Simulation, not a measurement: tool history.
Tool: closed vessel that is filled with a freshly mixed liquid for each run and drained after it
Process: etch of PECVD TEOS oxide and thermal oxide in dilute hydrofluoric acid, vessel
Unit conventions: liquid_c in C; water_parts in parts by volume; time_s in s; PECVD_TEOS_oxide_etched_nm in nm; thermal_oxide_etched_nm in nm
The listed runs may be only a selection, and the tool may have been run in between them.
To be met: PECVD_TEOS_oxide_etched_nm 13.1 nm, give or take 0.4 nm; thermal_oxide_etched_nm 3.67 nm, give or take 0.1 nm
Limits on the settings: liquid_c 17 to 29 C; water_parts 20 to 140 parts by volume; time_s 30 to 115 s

run 1 hour=0 | liquid_c=21 water_parts=75 time_s=60 | PECVD_TEOS_oxide_etched_nm=11.623 thermal_oxide_etched_nm=3.2747
run 2 hour=1.9 | liquid_c=21.5 water_parts=75 time_s=60 | PECVD_TEOS_oxide_etched_nm=11.693 thermal_oxide_etched_nm=3.3305
run 3 hour=5.6 | liquid_c=22 water_parts=75 time_s=60 | PECVD_TEOS_oxide_etched_nm=12.282 thermal_oxide_etched_nm=3.3894
run 4 hour=14 | liquid_c=22 water_parts=45 time_s=60 | PECVD_TEOS_oxide_etched_nm=21.217 thermal_oxide_etched_nm=5.9809
run 5 hour=21.8 | liquid_c=22 water_parts=45 time_s=75 | PECVD_TEOS_oxide_etched_nm=26.234 thermal_oxide_etched_nm=7.3398
run 6 hour=27.8 | liquid_c=21 water_parts=50 time_s=75 | PECVD_TEOS_oxide_etched_nm=22.766 thermal_oxide_etched_nm=6.3345
run 7 hour=33.1 | liquid_c=20 water_parts=55 time_s=75 | PECVD_TEOS_oxide_etched_nm=19.74 thermal_oxide_etched_nm=5.4589
run 8 hour=35.8 | liquid_c=19.5 water_parts=60 time_s=75 | PECVD_TEOS_oxide_etched_nm=17.408 thermal_oxide_etched_nm=4.8767
run 9 hour=41.6 | liquid_c=19 water_parts=60 time_s=75 | PECVD_TEOS_oxide_etched_nm=17.127 thermal_oxide_etched_nm=4.7252
run 10 hour=48.7 | liquid_c=18.5 water_parts=60 time_s=75 | PECVD_TEOS_oxide_etched_nm=16.788 thermal_oxide_etched_nm=4.7211
run 11 hour=55.9 | liquid_c=17.5 water_parts=75 time_s=75 | PECVD_TEOS_oxide_etched_nm=12.713 thermal_oxide_etched_nm=3.5502
run 12 hour=64.3 | liquid_c=17.5 water_parts=75 time_s=75 | PECVD_TEOS_oxide_etched_nm=12.614 thermal_oxide_etched_nm=3.5543

Which single option among these 5 for the next run brings every result within its allowed miss of target? Just one does.
run A hour=72.7 | liquid_c=19.5 water_parts=85 time_s=75 | PECVD_TEOS_oxide_etched_nm=? thermal_oxide_etched_nm=?
run B hour=72.7 | liquid_c=22.5 water_parts=105 time_s=85 | PECVD_TEOS_oxide_etched_nm=? thermal_oxide_etched_nm=?
run C hour=72.7 | liquid_c=20 water_parts=85 time_s=75 | PECVD_TEOS_oxide_etched_nm=? thermal_oxide_etched_nm=?
run D hour=72.7 | liquid_c=20 water_parts=70 time_s=65 | PECVD_TEOS_oxide_etched_nm=? thermal_oxide_etched_nm=?
run E hour=72.7 | liquid_c=20.5 water_parts=65 time_s=55 | PECVD_TEOS_oxide_etched_nm=? thermal_oxide_etched_nm=?

move=A PECVD_TEOS_oxide_etched_nm=12.088 thermal_oxide_etched_nm=3.3013
move=B PECVD_TEOS_oxide_etched_nm=12.25 thermal_oxide_etched_nm=3.3455
move=C PECVD_TEOS_oxide_etched_nm=12.341 thermal_oxide_etched_nm=3.3706
move=D PECVD_TEOS_oxide_etched_nm=13.215 thermal_oxide_etched_nm=3.6092
move=E PECVD_TEOS_oxide_etched_nm=12.37 thermal_oxide_etched_nm=3.3783
A: misses by more than the last run did
B: misses by more than the last run did
C: misses by more than the last run did
D: meets every target
E: misses by more than the last run did
D meets every target.
